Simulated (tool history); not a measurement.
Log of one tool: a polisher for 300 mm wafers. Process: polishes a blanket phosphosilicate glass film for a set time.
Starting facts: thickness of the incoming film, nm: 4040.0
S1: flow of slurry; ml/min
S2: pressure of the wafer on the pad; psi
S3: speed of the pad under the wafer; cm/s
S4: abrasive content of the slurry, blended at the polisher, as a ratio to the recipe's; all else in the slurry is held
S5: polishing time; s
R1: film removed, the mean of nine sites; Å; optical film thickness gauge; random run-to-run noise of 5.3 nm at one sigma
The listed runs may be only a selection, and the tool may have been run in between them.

run 1 hour=0.0 | S1=230 S2=2.5 S3=82 S4=1.00 S5=56 | R1=2749.1
run 2 hour=5.3 | S1=230 S2=2.7 S3=82 S4=1.00 S5=56 | R1=3027.4
run 3 hour=12.1 | S1=230 S2=2.7 S3=82 S4=0.85 S5=56 | R1=2764.5
run 4 hour=18.9 | S1=230 S2=3.0 S3=82 S4=0.85 S5=56 | R1=3079.1
run 5 hour=25.1 | S1=230 S2=3.2 S3=82 S4=0.85 S5=56 | R1=3199.5
run 6 hour=32.0 | S1=230 S2=2.9 S3=82 S4=0.85 S5=56 | R1=2958.8

Forecast run 7:
run 7 hour=36.8 | S1=230 S2=3.0 S3=82 S4=0.85 S5=56 | R1=?

Logged for run 7: R1 2990.9 Å.
